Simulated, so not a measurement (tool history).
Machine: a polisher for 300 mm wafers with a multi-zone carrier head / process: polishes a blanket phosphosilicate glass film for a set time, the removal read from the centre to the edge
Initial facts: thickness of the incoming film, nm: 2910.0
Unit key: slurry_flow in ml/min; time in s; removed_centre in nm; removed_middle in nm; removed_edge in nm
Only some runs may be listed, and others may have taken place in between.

run	hour	slurry_flow	centre_zone	middle_zone	edge_zone	slurry_solids	time	removed_centre	removed_middle	removed_edge
1	0	150	1	1	1	1	83	684.29	669.45	679.15
2	5.3	150	1	1.06	1	1	83	688.17	709.1	678.18
3	11.9	145	0.98	1.03	0.97	0.9	80	626.2	641.55	619.76
4	16.9	145	0.98	1.03	0.97	0.8	80	589.18	621.82	591.36
5	24.9	140	0.96	1	0.95	0.75	77	548.19	558.83	565.82
6	27.5	140	0.96	1	0.89	0.75	77	552.23	565.03	546.79
7	28.6	140	0.95	0.99	0.88	0.7	74	515.98	532.51	507.17
8	36.9	140	0.93	0.97	0.87	0.65	72	481.56	493.17	473.38
# hour 41: edge zone pressure recalibrated
9	41	135	0.91	0.95	0.86	0.6	72	454.38	468.84	487.33
10	44.6	135	0.9	0.95	0.85	0.6	70	431.51	454.74	460.04
11	46.6	135	0.9	0.95	0.84	0.6	69	424.86	454.94	457.91
12	50.9	135	0.9	0.95	0.84	0.6	68	421.7	444.86	440.2
13	55.8	130	0.9	0.95	0.83	0.6	67	411.49	434.39	437.65
14	64.1	125	0.9	0.95	0.83	0.6	67	408.79	434.77	429.03

Expected results for the next run?
15	70.1	120	0.9	0.94	0.83	0.6	67	?	?	?

{"run 15": {"removed_centre": 411.48, "removed_middle": 424.14, "removed_edge": 427.5}}

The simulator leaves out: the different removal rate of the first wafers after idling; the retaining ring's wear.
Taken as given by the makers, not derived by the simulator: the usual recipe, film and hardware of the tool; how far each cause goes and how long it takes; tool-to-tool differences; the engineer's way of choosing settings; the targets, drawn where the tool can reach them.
